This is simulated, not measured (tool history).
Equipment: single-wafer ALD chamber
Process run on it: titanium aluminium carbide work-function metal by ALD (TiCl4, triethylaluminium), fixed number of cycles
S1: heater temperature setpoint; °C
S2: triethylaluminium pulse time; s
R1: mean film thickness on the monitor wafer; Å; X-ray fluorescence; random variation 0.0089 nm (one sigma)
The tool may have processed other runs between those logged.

run 1 hour=0.0 | S1=315 S2=8.10 | R1=19.715
run 2 hour=8.0 | S1=306 S2=8.10 | R1=18.891
run 3 hour=10.5 | S1=295 S2=8.10 | R1=17.843
run 4 hour=17.1 | S1=304 S2=8.10 | R1=18.865
-- hour=19.7 triethylaluminium bottle replaced
run 5 hour=19.7 | S1=304 S2=6.39 | R1=18.305
run 6 hour=26.9 | S1=304 S2=7.56 | R1=19.695
run 7 hour=30.8 | S1=311 S2=7.97 | R1=20.481
run 8 hour=32.3 | S1=314 S2=8.15 | R1=21.060
run 9 hour=39.1 | S1=316 S2=8.27 | R1=21.277
run 10 hour=41.2 | S1=318 S2=8.39 | R1=21.373
run 11 hour=50.1 | S1=320 S2=8.54 | R1=21.884
run 12 hour=56.4 | S1=322 S2=8.64 | R1=22.110

Run 13 is up next; what results do you expect?
run 13 hour=64.6 | S1=323 S2=8.73 | R1=?

{"run 13": {"R1": 22.201}}
